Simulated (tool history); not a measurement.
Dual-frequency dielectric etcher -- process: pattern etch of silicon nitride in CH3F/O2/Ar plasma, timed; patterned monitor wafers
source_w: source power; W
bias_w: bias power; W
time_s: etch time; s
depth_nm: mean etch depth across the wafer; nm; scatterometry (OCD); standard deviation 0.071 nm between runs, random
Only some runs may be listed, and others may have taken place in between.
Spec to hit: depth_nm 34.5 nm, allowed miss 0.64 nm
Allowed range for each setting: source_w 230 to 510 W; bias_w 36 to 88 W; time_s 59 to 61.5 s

run 1 hour=0 | source_w=370 bias_w=62 time_s=59 | depth_nm=39.225
run 2 hour=5.4 | source_w=340 bias_w=61 time_s=59 | depth_nm=37.255
run 3 hour=9.9 | source_w=330 bias_w=61 time_s=59 | depth_nm=36.721
run 4 hour=12.2 | source_w=360 bias_w=61 time_s=59 | depth_nm=38.257
run 5 hour=15.6 | source_w=390 bias_w=61 time_s=59 | depth_nm=39.662
run 6 hour=22 | source_w=390 bias_w=61 time_s=59 | depth_nm=39.563
run 7 hour=24.3 | source_w=360 bias_w=60 time_s=59 | depth_nm=37.983
run 8 hour=30.5 | source_w=340 bias_w=60 time_s=59 | depth_nm=36.969
run 9 hour=35.4 | source_w=330 bias_w=60 time_s=59 | depth_nm=36.459
run 10 hour=36.5 | source_w=320 bias_w=60 time_s=59 | depth_nm=35.962
run 11 hour=41.8 | source_w=310 bias_w=60 time_s=59 | depth_nm=35.431

5 candidate next runs follow, results not yet known. Just one meets every target within its allowed miss. Identify it.
run A hour=47.1 | source_w=270 bias_w=68 time_s=60.5 | depth_nm=?
run B hour=47.1 | source_w=280 bias_w=63 time_s=59 | depth_nm=?
run C hour=47.1 | source_w=320 bias_w=61 time_s=59.5 | depth_nm=?
run D hour=47.1 | source_w=300 bias_w=64 time_s=61.5 | depth_nm=?
run E hour=47.1 | source_w=320 bias_w=62 time_s=60.5 | depth_nm=?

move=A depth_nm=35.851
move=B depth_nm=34.437
move=C depth_nm=36.55
move=D depth_nm=37.382
move=E depth_nm=37.423
A: moves away from the targets compared with the last run
B: meets every target
C: moves away from the targets compared with the last run
D: moves away from the targets compared with the last run
E: moves away from the targets compared with the last run
Go with B: it meets all targets.
